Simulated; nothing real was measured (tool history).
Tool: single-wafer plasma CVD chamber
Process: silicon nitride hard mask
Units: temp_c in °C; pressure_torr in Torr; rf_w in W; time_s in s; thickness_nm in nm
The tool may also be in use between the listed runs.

run,day,temp_c,pressure_torr,rf_w,time_s,thickness_nm
1,0.000,405,1.42,360,34.5,45.282
2,0.062,405,1.36,355,34.5,44.080
3,0.129,405,1.31,350,34.5,43.230
4,0.283,405,1.26,345,34.5,42.317
5,0.467,405,1.22,340,34.5,41.325
6,0.600,405,1.22,340,35.6,43.001
7,0.696,405,1.18,335,35.6,42.164
8,0.750,405,1.15,330,35.6,41.330
9,0.821,405,1.12,330,35.6,40.818

Run 10 comes next. What will it give?
10,1.079,405,1.10,330,35.6,?

thickness_nm: 40.877 nm
